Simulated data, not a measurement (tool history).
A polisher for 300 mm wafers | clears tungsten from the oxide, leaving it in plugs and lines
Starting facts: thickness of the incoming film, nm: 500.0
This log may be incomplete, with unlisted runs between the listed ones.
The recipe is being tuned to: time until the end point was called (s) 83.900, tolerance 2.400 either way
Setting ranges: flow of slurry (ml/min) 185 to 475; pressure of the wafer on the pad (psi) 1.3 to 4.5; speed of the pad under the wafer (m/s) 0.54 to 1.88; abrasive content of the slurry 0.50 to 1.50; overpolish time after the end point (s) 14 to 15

run    day  flow of slurry (ml/min)  pressure of the wafer on the pad (psi)  speed of the pad under the wafer (m/s)  abrasive content of the slurry  overpolish time after the end point (s)  time until the end point was called (s)
  1  0.000                      305                                     2.9                                    1.20                            1.00                                       14                                  107.450
  2  0.371                      305                                     3.1                                    1.20                            1.00                                       14                                  100.490
  3  0.617                      305                                     3.3                                    1.20                            1.00                                       14                                   97.190
  4  0.679                      305                                     3.3                                    1.20                            1.00                                       14                                   94.913
  5  0.779                      305                                     3.3                                    1.20                            1.00                                       15                                   95.315
  6  1.029                      335                                     3.3                                    1.20                            1.00                                       15                                   94.252
  7  1.083                      335                                     3.3                                    1.20                            1.00                                       15                                   94.690
  8  1.262                      335                                     3.4                                    1.20                            1.00                                       15                                   92.509
  9  1.612                      335                                     3.5                                    1.20                            1.00                                       15                                   87.882
 10  1.679                      340                                     3.6                                    1.20                            1.00                                       15                                   87.900

Which of these 5 next moves meets every target?
  A  1.746                      330                                     3.3                                    1.32                            1.15                                       14                                        ?
  B  1.746                      320                                     3.3                                    1.24                            1.15                                       14                                        ?
  C  1.746                      370                                     3.4                                    1.22                            0.90                                       14                                        ?
  D  1.746                      355                                     3.2                                    1.22                            1.10                                       14                                        ?
  E  1.746                      305                                     4.0                                    1.08                            0.95                                       14                                        ?

move  time until the end point was called (s)
   A                                   85.433
   B                                   90.885
   C                                   92.856
   D                                   94.867
   E                                   90.310
A: meets every target
B: its largest miss is bigger than the last run's
C: its largest miss is bigger than the last run's
D: its largest miss is bigger than the last run's
E: its largest miss is bigger than the last run's
Correct choice: A, which meets every target
